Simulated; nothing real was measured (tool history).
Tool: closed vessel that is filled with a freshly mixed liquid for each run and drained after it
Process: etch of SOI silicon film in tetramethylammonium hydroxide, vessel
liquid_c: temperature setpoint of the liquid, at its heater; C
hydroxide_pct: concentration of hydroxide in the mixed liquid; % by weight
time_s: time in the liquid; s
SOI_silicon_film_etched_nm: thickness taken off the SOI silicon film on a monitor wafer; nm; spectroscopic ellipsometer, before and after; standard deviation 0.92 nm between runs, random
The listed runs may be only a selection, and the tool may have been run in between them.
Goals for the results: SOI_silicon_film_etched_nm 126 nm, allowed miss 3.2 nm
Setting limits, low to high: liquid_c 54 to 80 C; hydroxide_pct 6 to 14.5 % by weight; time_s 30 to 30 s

{"run": 1, "hour": 0.0, "liquid_c": 67, "hydroxide_pct": 9.5, "time_s": 30, "SOI_silicon_film_etched_nm": 180.35}
{"run": 2, "hour": 4.7, "liquid_c": 67, "hydroxide_pct": 9.5, "time_s": 30, "SOI_silicon_film_etched_nm": 180.76}
{"run": 3, "hour": 9.3, "liquid_c": 62.5, "hydroxide_pct": 9.5, "time_s": 30, "SOI_silicon_film_etched_nm": 136.26}
{"run": 4, "hour": 10.9, "liquid_c": 66, "hydroxide_pct": 9.5, "time_s": 30, "SOI_silicon_film_etched_nm": 170.17}
{"run": 5, "hour": 16.2, "liquid_c": 69, "hydroxide_pct": 9.5, "time_s": 30, "SOI_silicon_film_etched_nm": 203.83}
{"run": 6, "hour": 23.6, "liquid_c": 69, "hydroxide_pct": 9.5, "time_s": 30, "SOI_silicon_film_etched_nm": 201.28}
{"run": 7, "hour": 27.7, "liquid_c": 67.5, "hydroxide_pct": 9.5, "time_s": 30, "SOI_silicon_film_etched_nm": 184.14}
{"run": 8, "hour": 30.8, "liquid_c": 66.5, "hydroxide_pct": 9.5, "time_s": 30, "SOI_silicon_film_etched_nm": 176.3}
{"run": 9, "hour": 35.7, "liquid_c": 65.5, "hydroxide_pct": 9.5, "time_s": 30, "SOI_silicon_film_etched_nm": 162.95}
{"run": 10, "hour": 37.3, "liquid_c": 64.5, "hydroxide_pct": 9.5, "time_s": 30, "SOI_silicon_film_etched_nm": 153.85}
{"run": 11, "hour": 44.9, "liquid_c": 64, "hydroxide_pct": 9.5, "time_s": 30, "SOI_silicon_film_etched_nm": 149.09}
{"run": 12, "hour": 49.6, "liquid_c": 60.5, "hydroxide_pct": 9.5, "time_s": 30, "SOI_silicon_film_etched_nm": 120.28}

5 candidate next runs follow, results not yet known. Just one meets every target within its allowed miss. Identify it.
{"run": "A", "hour": 54.3, "liquid_c": 61.5, "hydroxide_pct": 8.5, "time_s": 30, "SOI_silicon_film_etched_nm": "?"}
{"run": "B", "hour": 54.3, "liquid_c": 61.5, "hydroxide_pct": 11.5, "time_s": 30, "SOI_silicon_film_etched_nm": "?"}
{"run": "C", "hour": 54.3, "liquid_c": 60, "hydroxide_pct": 9, "time_s": 30, "SOI_silicon_film_etched_nm": "?"}
{"run": "D", "hour": 54.3, "liquid_c": 60, "hydroxide_pct": 9.5, "time_s": 30, "SOI_silicon_film_etched_nm": "?"}
{"run": "E", "hour": 54.3, "liquid_c": 61, "hydroxide_pct": 9.5, "time_s": 30, "SOI_silicon_film_etched_nm": "?"}

move=A SOI_silicon_film_etched_nm=135.13
move=B SOI_silicon_film_etched_nm=121.05
move=C SOI_silicon_film_etched_nm=120.69
move=D SOI_silicon_film_etched_nm=118.25
move=E SOI_silicon_film_etched_nm=125.82
A: takes the result that was furthest off past its target
B: moves toward the targets from the last run without getting all of them in spec
C: moves toward the targets from the last run without getting all of them in spec
D: the biggest miss grows against the last run
E: all results land within tolerance of their targets
Go with E: it meets all targets.

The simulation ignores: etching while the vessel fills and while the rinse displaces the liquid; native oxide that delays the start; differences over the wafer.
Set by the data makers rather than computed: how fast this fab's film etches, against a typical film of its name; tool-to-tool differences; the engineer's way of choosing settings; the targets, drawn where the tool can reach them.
